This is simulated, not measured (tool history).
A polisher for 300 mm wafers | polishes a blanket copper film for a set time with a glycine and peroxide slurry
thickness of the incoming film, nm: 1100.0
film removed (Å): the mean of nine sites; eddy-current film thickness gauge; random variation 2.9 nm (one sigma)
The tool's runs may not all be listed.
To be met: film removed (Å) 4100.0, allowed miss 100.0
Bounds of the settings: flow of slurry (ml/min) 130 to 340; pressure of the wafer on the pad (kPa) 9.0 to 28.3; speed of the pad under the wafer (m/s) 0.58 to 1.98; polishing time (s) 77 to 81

run,hour,flow of slurry (ml/min),pressure of the wafer on the pad (kPa),speed of the pad under the wafer (m/s),polishing time (s),film removed (Å)
1,0.0,220,18.6,1.28,77,5059.7
2,5.7,215,17.9,1.28,77,4972.1
3,13.8,215,17.2,1.28,77,4813.3
4,20.4,215,17.2,1.52,77,5521.2
5,24.4,215,17.2,1.52,77,5593.3
6,31.1,215,13.8,1.52,77,4768.7
7,37.2,215,13.1,1.52,77,4499.0
8,39.3,195,11.0,1.52,77,3903.1
9,46.3,200,11.0,1.52,77,4002.2
10,50.4,210,11.0,1.52,77,3986.3
11,54.3,215,11.0,1.52,77,4022.2

Which of these 4 next moves meets every target?
A,58.2,205,10.3,1.48,77,?
B,58.2,260,10.3,1.54,81,?
C,58.2,195,9.0,1.72,79,?
D,58.2,220,13.1,1.28,77,?

move,film removed (Å)
A,3725.9
B,4144.6
C,3882.6
D,3953.3
A: further off than the last run
B: meets every target
C: further off than the last run
D: further off than the last run
Move B is the one to make.
